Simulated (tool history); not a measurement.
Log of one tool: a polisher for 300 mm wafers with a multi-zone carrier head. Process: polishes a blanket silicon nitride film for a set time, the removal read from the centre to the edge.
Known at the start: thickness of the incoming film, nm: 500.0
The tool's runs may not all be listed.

run,hour,flow of slurry (ml/min),pressure of the head's centre zone,pressure of the head's middle zone,pressure of the head's edge zone,polishing time (s),film removed at the wafer's centre (angstrom),film removed at mid-radius (angstrom),film removed at the wafer's edge (angstrom)
1,0.0,205,1.00,1.00,1.00,37,834.91,847.82,836.01
2,2.2,205,1.00,0.99,0.98,36,814.84,816.45,790.94
3,9.3,225,1.00,0.99,0.98,36,821.15,828.08,806.24
4,14.4,225,1.00,1.06,0.98,36,828.58,879.13,808.90
5,22.6,220,1.00,1.03,0.96,35,803.07,826.68,779.44
6,24.1,220,0.93,1.03,0.96,35,744.02,831.41,773.00
7,28.2,215,0.93,1.01,0.94,34,721.60,792.74,746.54
8,29.0,210,0.94,0.99,0.93,33,700.25,760.46,719.71

Run 9 comes next. What will it give?
9,36.4,205,0.95,0.97,0.92,32,?,?,?

film removed at the wafer's centre (angstrom): 678.19
film removed at mid-radius (angstrom): 708.98
film removed at the wafer's edge (angstrom): 683.78
